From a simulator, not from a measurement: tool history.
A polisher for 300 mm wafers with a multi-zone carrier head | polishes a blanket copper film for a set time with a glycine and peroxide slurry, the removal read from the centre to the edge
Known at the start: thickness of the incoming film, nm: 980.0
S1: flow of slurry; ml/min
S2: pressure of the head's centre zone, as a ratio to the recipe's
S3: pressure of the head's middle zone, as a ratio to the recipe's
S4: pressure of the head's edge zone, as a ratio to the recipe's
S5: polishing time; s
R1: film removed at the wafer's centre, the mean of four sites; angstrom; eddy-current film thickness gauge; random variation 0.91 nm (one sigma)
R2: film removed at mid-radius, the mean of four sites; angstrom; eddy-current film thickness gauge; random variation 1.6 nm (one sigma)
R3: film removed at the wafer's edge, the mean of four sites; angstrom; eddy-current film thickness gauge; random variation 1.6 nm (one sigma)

run,hour,S1,S2,S3,S4,S5,R1,R2,R3
1,0,250,1,1,1,34,1751.7,1815.8,1774.2
2,2.8,250,1.04,1,1,34,1824.9,1797.1,1788.1
3,9.3,260,1.03,1,0.95,30,1605.7,1612.2,1522.9
4,16.2,260,1.03,1,0.95,26,1373.6,1381.8,1321.2
5,22.1,260,1.03,0.93,0.95,26,1387.2,1323.7,1331
6,30.3,255,1.02,0.94,0.91,25,1328.9,1258.4,1221.7

The next listed run, before its measurement:
7,34.7,240,1,0.96,0.89,25,?,?,?

{"run 7": {"R1": 1285.8, "R2": 1280.9, "R3": 1252.8}}

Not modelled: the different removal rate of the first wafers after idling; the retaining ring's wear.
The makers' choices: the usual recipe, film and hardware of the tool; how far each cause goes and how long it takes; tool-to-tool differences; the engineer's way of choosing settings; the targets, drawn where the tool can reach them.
